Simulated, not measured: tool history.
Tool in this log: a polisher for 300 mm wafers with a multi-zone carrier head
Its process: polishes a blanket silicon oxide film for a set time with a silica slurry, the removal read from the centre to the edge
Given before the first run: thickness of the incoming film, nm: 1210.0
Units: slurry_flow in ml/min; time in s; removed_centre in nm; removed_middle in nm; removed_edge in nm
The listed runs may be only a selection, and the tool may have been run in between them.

run 1 day=0 | slurry_flow=315 centre_zone=1 middle_zone=1 edge_zone=1 slurry_solids=1 time=62 | removed_centre=255.87 removed_middle=253.15 removed_edge=257.48
run 2 day=0.129 | slurry_flow=285 centre_zone=1 middle_zone=1 edge_zone=1 slurry_solids=1 time=62 | removed_centre=252.88 removed_middle=262.42 removed_edge=253.56
run 3 day=0.154 | slurry_flow=285 centre_zone=1 middle_zone=1 edge_zone=1 slurry_solids=0.9 time=62 | removed_centre=240.6 removed_middle=250.21 removed_edge=242.27
run 4 day=0.529 | slurry_flow=285 centre_zone=1.04 middle_zone=1 edge_zone=1 slurry_solids=0.9 time=62 | removed_centre=248.61 removed_middle=243.53 removed_edge=240.82
run 5 day=0.9 | slurry_flow=285 centre_zone=1.04 middle_zone=1 edge_zone=1 slurry_solids=0.9 time=48 | removed_centre=195.03 removed_middle=189.92 removed_edge=187.86
run 6 day=0.962 | slurry_flow=285 centre_zone=1.04 middle_zone=1 edge_zone=1 slurry_solids=0.9 time=62 | removed_centre=248.34 removed_middle=239.39 removed_edge=246.98

Run 7 is up next; what results do you expect?
run 7 day=1.121 | slurry_flow=290 centre_zone=1.07 middle_zone=1.01 edge_zone=1 slurry_solids=0.95 time=62 | removed_centre=? removed_middle=? removed_edge=?

removed_centre: 262.06 nm
removed_middle: 247.81 nm
removed_edge: 248.23 nm
